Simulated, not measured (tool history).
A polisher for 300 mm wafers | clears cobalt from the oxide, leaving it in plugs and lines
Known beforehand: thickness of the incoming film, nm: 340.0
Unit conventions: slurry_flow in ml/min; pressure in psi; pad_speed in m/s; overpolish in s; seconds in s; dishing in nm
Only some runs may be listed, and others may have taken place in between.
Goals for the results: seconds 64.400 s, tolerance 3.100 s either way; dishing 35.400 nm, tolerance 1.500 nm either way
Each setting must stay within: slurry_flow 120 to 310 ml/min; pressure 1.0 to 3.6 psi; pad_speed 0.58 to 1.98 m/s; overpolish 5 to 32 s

run 1 hour=0.0 | slurry_flow=200 pressure=2.3 pad_speed=1.28 overpolish=16 | seconds=67.314 dishing=50.512
run 2 hour=7.7 | slurry_flow=200 pressure=2.3 pad_speed=1.28 overpolish=14 | seconds=65.376 dishing=45.981
run 3 hour=16.0 | slurry_flow=200 pressure=2.6 pad_speed=1.28 overpolish=14 | seconds=59.974 dishing=49.914
run 4 hour=23.2 | slurry_flow=200 pressure=2.5 pad_speed=1.28 overpolish=13 | seconds=62.133 dishing=45.986
run 5 hour=27.3 | slurry_flow=200 pressure=2.5 pad_speed=1.28 overpolish=12 | seconds=62.956 dishing=44.021
run 6 hour=28.4 | slurry_flow=200 pressure=2.5 pad_speed=1.02 overpolish=12 | seconds=76.356 dishing=37.608
run 7 hour=31.7 | slurry_flow=200 pressure=2.6 pad_speed=1.02 overpolish=11 | seconds=75.210 dishing=35.858
-- hour=34.2 worn pad replaced by a new one
run 8 hour=34.2 | slurry_flow=200 pressure=2.7 pad_speed=1.02 overpolish=11 | seconds=65.772 dishing=39.249

Exactly one of the 4 candidate moves below puts every result within its allowed miss. Which one?
run A hour=36.7 | slurry_flow=215 pressure=2.4 pad_speed=1.06 overpolish=13 | seconds=? dishing=?
run B hour=36.7 | slurry_flow=200 pressure=2.5 pad_speed=1.04 overpolish=14 | seconds=? dishing=?
run C hour=36.7 | slurry_flow=250 pressure=2.8 pad_speed=0.96 overpolish=9 | seconds=? dishing=?
run D hour=36.7 | slurry_flow=190 pressure=2.6 pad_speed=1.08 overpolish=13 | seconds=? dishing=?

move=A seconds=69.462 dishing=43.294
move=B seconds=69.042 dishing=45.566
move=C seconds=65.780 dishing=34.827
move=D seconds=64.888 dishing=45.209
A: further off than the last run
B: further off than the last run
C: hits every target within its allowed miss
D: further off than the last run
The move that meets every target is C.

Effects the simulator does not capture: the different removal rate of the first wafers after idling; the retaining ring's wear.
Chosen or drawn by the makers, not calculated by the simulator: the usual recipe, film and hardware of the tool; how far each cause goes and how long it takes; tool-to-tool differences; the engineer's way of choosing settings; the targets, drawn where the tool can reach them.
